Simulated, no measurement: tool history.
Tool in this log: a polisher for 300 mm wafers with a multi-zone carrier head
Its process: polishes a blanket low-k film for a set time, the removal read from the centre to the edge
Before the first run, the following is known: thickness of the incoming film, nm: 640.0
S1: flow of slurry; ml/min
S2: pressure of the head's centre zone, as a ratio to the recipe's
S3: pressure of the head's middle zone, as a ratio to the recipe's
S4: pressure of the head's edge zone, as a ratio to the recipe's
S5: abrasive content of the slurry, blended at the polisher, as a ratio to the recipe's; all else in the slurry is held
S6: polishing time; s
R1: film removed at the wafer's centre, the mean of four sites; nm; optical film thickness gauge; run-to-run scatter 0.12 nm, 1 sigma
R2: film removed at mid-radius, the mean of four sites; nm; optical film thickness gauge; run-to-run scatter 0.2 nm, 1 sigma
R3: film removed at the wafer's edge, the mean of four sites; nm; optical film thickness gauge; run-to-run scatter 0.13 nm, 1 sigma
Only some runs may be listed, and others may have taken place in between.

run	hour	S1	S2	S3	S4	S5	S6	R1	R2	R3
1	0	135	1	1	1	1	41	17.848	17.249	17.509
2	6.7	135	0.95	1	1	1	41	17.324	17.095	17.699
3	14.8	135	0.95	1	1	0.85	41	16.213	16.44	16.325
4	18.6	120	0.95	1	1	0.85	41	15.761	15.616	16.472
5	19.6	130	0.94	1	0.97	0.75	40	14.561	15.221	14.872
6	24.5	130	0.95	0.98	0.94	0.7	40	14.297	14.673	14.364
7	29.9	130	0.96	0.98	0.91	0.65	40	14.163	14.298	13.779

Run 8 has not been measured yet. What should we expect?
8	34	125	0.96	0.98	0.88	0.6	40	?	?	?

R1: 13.461 nm
R2: 13.826 nm
R3: 13.089 nm

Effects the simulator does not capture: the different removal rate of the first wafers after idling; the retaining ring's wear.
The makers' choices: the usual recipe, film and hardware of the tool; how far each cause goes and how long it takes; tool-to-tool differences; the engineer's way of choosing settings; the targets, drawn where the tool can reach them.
